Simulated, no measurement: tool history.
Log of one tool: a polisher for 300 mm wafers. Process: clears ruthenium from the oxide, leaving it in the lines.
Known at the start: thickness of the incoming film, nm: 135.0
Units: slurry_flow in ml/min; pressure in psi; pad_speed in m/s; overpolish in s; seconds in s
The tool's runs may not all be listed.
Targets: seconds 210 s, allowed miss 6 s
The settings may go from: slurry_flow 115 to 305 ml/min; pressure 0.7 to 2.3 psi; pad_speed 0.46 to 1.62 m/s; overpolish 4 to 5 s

Run 1, hour 0: slurry_flow 195 ml/min, pressure 1.5 psi, pad_speed 1.04 m/s, overpolish 5 s. Result: seconds 172.05 s.
Run 2, hour 4.7: slurry_flow 195 ml/min, pressure 1.5 psi, pad_speed 1.04 m/s, overpolish 4 s. Result: seconds 167.5 s.
Run 3, hour 8.1: slurry_flow 195 ml/min, pressure 1.5 psi, pad_speed 1.04 m/s, overpolish 5 s. Result: seconds 169.79 s.
Run 4, hour 16.4: slurry_flow 195 ml/min, pressure 1.5 psi, pad_speed 1.04 m/s, overpolish 4 s. Result: seconds 168.03 s.
Run 5, hour 17: slurry_flow 190 ml/min, pressure 1.4 psi, pad_speed 1.04 m/s, overpolish 4 s. Result: seconds 181.95 s.
Run 6, hour 24.5: slurry_flow 155 ml/min, pressure 1.4 psi, pad_speed 1.04 m/s, overpolish 4 s. Result: seconds 188.18 s.
Run 7, hour 32.6: slurry_flow 155 ml/min, pressure 1.4 psi, pad_speed 1.04 m/s, overpolish 4 s. Result: seconds 186.56 s.
Run 8, hour 35.8: slurry_flow 150 ml/min, pressure 1.4 psi, pad_speed 1.04 m/s, overpolish 4 s. Result: seconds 190.08 s.
Run 9, hour 42.8: slurry_flow 145 ml/min, pressure 1.4 psi, pad_speed 1.04 m/s, overpolish 4 s. Result: seconds 188.51 s.
Run 10, hour 43.6: slurry_flow 140 ml/min, pressure 1.4 psi, pad_speed 1.04 m/s, overpolish 4 s. Result: seconds 192.56 s.
Run 11, hour 48.9: slurry_flow 135 ml/min, pressure 1.4 psi, pad_speed 1.04 m/s, overpolish 4 s. Result: seconds 196.38 s.
Run 12, hour 51.4: slurry_flow 135 ml/min, pressure 1.4 psi, pad_speed 1.04 m/s, overpolish 4 s. Result: seconds 192.99 s.
Run 13, hour 54.9: slurry_flow 130 ml/min, pressure 1.4 psi, pad_speed 1.04 m/s, overpolish 4 s. Result: seconds 192.26 s.

4 next moves are on the table. One of them brings every result within its allowed miss. Which?
Run A, hour 58.4: slurry_flow 125 ml/min, pressure 1.2 psi, pad_speed 1 m/s, overpolish 5 s. Result: seconds ?.
Run B, hour 58.4: slurry_flow 145 ml/min, pressure 1.5 psi, pad_speed 0.84 m/s, overpolish 4 s. Result: seconds ?.
Run C, hour 58.4: slurry_flow 150 ml/min, pressure 1.1 psi, pad_speed 1.04 m/s, overpolish 4 s. Result: seconds ?.
Run D, hour 58.4: slurry_flow 130 ml/min, pressure 1.4 psi, pad_speed 0.96 m/s, overpolish 4 s. Result: seconds ?.

move  seconds
   A   231.23
   B   221.06
   C   228.59
   D   210.67
A: takes the result that was furthest off past its target
B: takes the result that was furthest off past its target
C: takes the result that was furthest off past its target
D: meets every target
Move D is the one to make.
